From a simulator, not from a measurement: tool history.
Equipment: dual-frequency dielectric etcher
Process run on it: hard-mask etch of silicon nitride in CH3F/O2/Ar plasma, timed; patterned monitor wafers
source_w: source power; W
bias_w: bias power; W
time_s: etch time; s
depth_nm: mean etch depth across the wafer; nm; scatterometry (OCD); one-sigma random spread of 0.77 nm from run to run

Run 1, day 0: source_w 420 W, bias_w 91 W, time_s 262.5 s. Result: depth_nm 204.36 nm.
Run 2, day 0.354: source_w 420 W, bias_w 102 W, time_s 262.5 s. Result: depth_nm 217.6 nm.
Run 3, day 0.404: source_w 420 W, bias_w 102 W, time_s 262.5 s. Result: depth_nm 217.18 nm.
Run 4, day 0.479: source_w 430 W, bias_w 102 W, time_s 262.5 s. Result: depth_nm 219.14 nm.
Run 5, day 0.8: source_w 360 W, bias_w 102 W, time_s 262.5 s. Result: depth_nm 199.33 nm.
Run 6, day 0.838: source_w 390 W, bias_w 102 W, time_s 262.5 s. Result: depth_nm 209.13 nm.
Run 7, day 0.875: source_w 410 W, bias_w 102 W, time_s 262.5 s. Result: depth_nm 215 nm.
Run 8, day 1.058: source_w 420 W, bias_w 102 W, time_s 262.5 s. Result: depth_nm 216.19 nm.
Run 9, day 1.362: source_w 430 W, bias_w 102 W, time_s 262.5 s. Result: depth_nm 219.75 nm.

What will run 10 give?
At day 1.567: source power generator calibrated.
Run 10, day 1.567: source_w 440 W, bias_w 102 W, time_s 262.5 s. Result: depth_nm ?.

{"run 10": {"depth_nm": 219.79}}
